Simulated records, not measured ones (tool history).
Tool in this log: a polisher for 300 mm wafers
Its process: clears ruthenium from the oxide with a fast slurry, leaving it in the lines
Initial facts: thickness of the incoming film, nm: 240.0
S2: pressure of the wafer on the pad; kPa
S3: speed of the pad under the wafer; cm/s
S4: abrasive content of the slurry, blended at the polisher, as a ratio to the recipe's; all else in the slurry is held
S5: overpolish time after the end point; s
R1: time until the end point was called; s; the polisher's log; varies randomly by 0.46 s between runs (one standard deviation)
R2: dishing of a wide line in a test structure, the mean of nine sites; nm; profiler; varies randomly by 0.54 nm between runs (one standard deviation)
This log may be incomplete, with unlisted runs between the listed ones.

{"run": 1, "hour": 0.0, "flow of slurry (ml/min)": 250, "S2": 17.2, "S3": 118, "S4": 1.0, "S5": 15, "R1": 59.627, "R2": 43.473}
{"run": 2, "hour": 2.8, "flow of slurry (ml/min)": 255, "S2": 17.9, "S3": 118, "S4": 1.0, "S5": 12, "R1": 58.132, "R2": 37.457}
{"run": 3, "hour": 6.5, "flow of slurry (ml/min)": 260, "S2": 18.6, "S3": 118, "S4": 1.0, "S5": 10, "R1": 56.475, "R2": 32.137}
{"run": 4, "hour": 8.5, "flow of slurry (ml/min)": 210, "S2": 18.6, "S3": 118, "S4": 1.0, "S5": 10, "R1": 56.217, "R2": 32.133}
{"run": 5, "hour": 9.7, "flow of slurry (ml/min)": 210, "S2": 18.6, "S3": 140, "S4": 1.0, "S5": 10, "R1": 47.762, "R2": 38.001}
{"run": 6, "hour": 15.1, "flow of slurry (ml/min)": 210, "S2": 18.6, "S3": 140, "S4": 1.0, "S5": 7, "R1": 47.966, "R2": 27.115}

What will run 7 give?
{"run": 7, "hour": 21.3, "flow of slurry (ml/min)": 210, "S2": 17.9, "S3": 140, "S4": 1.0, "S5": 7, "R1": "?", "R2": "?"}

Run 7 yielded R1 49.653 s, R2 26.250 nm.

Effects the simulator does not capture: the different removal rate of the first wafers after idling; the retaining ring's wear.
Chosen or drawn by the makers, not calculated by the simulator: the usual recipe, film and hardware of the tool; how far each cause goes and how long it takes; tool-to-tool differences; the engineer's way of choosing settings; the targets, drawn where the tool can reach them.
